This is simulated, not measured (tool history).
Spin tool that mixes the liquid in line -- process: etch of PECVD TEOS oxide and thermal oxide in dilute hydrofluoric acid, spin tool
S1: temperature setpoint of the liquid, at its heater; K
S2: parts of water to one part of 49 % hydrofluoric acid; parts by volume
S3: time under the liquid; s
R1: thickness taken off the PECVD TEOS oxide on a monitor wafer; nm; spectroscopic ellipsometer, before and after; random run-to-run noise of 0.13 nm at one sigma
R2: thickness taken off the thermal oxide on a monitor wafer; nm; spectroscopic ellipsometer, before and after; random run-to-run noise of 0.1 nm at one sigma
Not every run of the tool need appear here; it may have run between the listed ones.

run,day,S1,S2,S3,R1,R2
1,0,296.15,295,150,5.5448,2.0247
2,0.225,298.15,245,150,7.4509,2.7535
3,0.288,298.15,245,195,9.9079,3.531
4,0.325,295.65,245,195,9.0359,3.1943
5,0.683,295.65,245,170,7.8523,2.8534
6,0.758,293.65,245,170,7.3827,2.7062

Expected results for the next run?
7,0.967,296.15,215,170,?,?

Run 7 produced R1 9.362 nm, R2 3.5161 nm.
